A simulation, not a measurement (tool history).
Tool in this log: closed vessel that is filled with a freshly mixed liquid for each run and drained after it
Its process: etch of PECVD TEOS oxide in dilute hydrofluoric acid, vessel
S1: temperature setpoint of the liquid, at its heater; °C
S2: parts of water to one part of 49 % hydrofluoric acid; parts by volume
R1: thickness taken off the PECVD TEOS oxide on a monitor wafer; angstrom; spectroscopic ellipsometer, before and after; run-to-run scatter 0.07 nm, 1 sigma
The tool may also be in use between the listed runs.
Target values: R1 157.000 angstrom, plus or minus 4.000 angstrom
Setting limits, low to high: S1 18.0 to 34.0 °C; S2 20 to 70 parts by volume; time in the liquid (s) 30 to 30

{"run": 1, "day": 0.0, "S1": 26.0, "S2": 40, "time in the liquid (s)": 30, "R1": 88.254}
{"run": 2, "day": 0.079, "S1": 28.5, "S2": 35, "time in the liquid (s)": 30, "R1": 112.34}
{"run": 3, "day": 0.171, "S1": 28.5, "S2": 35, "time in the liquid (s)": 30, "R1": 112.07}
{"run": 4, "day": 0.317, "S1": 31.5, "S2": 35, "time in the liquid (s)": 30, "R1": 126.75}
{"run": 5, "day": 0.354, "S1": 31.5, "S2": 35, "time in the liquid (s)": 30, "R1": 125.75}
{"run": 6, "day": 0.462, "S1": 31.5, "S2": 35, "time in the liquid (s)": 30, "R1": 126.78}
{"run": 7, "day": 0.812, "S1": 32.5, "S2": 35, "time in the liquid (s)": 30, "R1": 131.8}
{"run": 8, "day": 0.979, "S1": 33.0, "S2": 35, "time in the liquid (s)": 30, "R1": 134.67}
{"run": 9, "day": 1.075, "S1": 33.5, "S2": 35, "time in the liquid (s)": 30, "R1": 136.84}
{"run": 10, "day": 1.379, "S1": 34.0, "S2": 30, "time in the liquid (s)": 30, "R1": 164.89}
{"run": 11, "day": 1.696, "S1": 33.5, "S2": 30, "time in the liquid (s)": 30, "R1": 162.2}

Which one of the following 4 next-run settings gets every result inside its allowed miss? There is exactly one.
{"run": "A", "day": 2.012, "S1": 34.0, "S2": 30, "time in the liquid (s)": 30, "R1": "?"}
{"run": "B", "day": 2.012, "S1": 29.5, "S2": 25, "time in the liquid (s)": 30, "R1": "?"}
{"run": "C", "day": 2.012, "S1": 33.0, "S2": 30, "time in the liquid (s)": 30, "R1": "?"}
{"run": "D", "day": 2.012, "S1": 31.5, "S2": 30, "time in the liquid (s)": 30, "R1": "?"}

move=A R1=163.480
move=B R1=165.330
move=C R1=157.210
move=D R1=148.180
A: moves away from the targets compared with the last run
B: moves away from the targets compared with the last run
C: meets every target
D: takes the biggest miss from the last run beyond its target
The right move is C.
